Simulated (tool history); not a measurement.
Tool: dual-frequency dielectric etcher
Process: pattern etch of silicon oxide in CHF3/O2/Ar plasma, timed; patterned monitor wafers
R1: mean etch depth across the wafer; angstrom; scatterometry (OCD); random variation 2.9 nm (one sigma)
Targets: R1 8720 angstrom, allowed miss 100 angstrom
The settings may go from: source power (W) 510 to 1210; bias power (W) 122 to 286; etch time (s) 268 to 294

run 1 day=0 | source_power_(W)=860 bias_power_(W)=204 etch_time_(s)=294 | R1=7306.1
run 2 day=0.333 | source_power_(W)=860 bias_power_(W)=204 etch_time_(s)=268 | R1=6700.8
run 3 day=0.579 | source_power_(W)=930 bias_power_(W)=217 etch_time_(s)=268.5 | R1=7013.4
run 4 day=0.8 | source_power_(W)=930 bias_power_(W)=182 etch_time_(s)=268.5 | R1=6622.1
run 5 day=1.004 | source_power_(W)=930 bias_power_(W)=201 etch_time_(s)=268.5 | R1=6797.4
run 6 day=1.346 | source_power_(W)=930 bias_power_(W)=177 etch_time_(s)=268.5 | R1=6587.6
run 7 day=1.721 | source_power_(W)=980 bias_power_(W)=199 etch_time_(s)=272.5 | R1=7077.5
run 8 day=2.083 | source_power_(W)=1020 bias_power_(W)=212 etch_time_(s)=273 | R1=7324.9
run 9 day=2.338 | source_power_(W)=1060 bias_power_(W)=224 etch_time_(s)=273.5 | R1=7575
run 10 day=2.438 | source_power_(W)=1090 bias_power_(W)=234 etch_time_(s)=274 | R1=7732.6
run 11 day=2.717 | source_power_(W)=1110 bias_power_(W)=244 etch_time_(s)=274.5 | R1=7940
run 12 day=2.846 | source_power_(W)=1130 bias_power_(W)=251 etch_time_(s)=275 | R1=8031.2
run 13 day=3.162 | source_power_(W)=1140 bias_power_(W)=258 etch_time_(s)=276 | R1=8241.2
run 14 day=3.462 | source_power_(W)=1150 bias_power_(W)=262 etch_time_(s)=276.5 | R1=8266.4

Which of these 5 next moves meets every target?
run A day=3.762 | source_power_(W)=1210 bias_power_(W)=262 etch_time_(s)=281 | R1=?
run B day=3.762 | source_power_(W)=1210 bias_power_(W)=280 etch_time_(s)=287.5 | R1=?
run C day=3.762 | source_power_(W)=1200 bias_power_(W)=260 etch_time_(s)=294 | R1=?
run D day=3.762 | source_power_(W)=1150 bias_power_(W)=265 etch_time_(s)=289.5 | R1=?
run E day=3.762 | source_power_(W)=1170 bias_power_(W)=280 etch_time_(s)=291 | R1=?

move=A R1=8547.4
move=B R1=8944.6
move=C R1=8893.9
move=D R1=8684.4
move=E R1=8948.2
A: nearer than the last run, and not there yet
B: takes the result that was furthest off past its target
C: takes the result that was furthest off past its target
D: meets every target
E: takes the result that was furthest off past its target
Move D is the one to make.
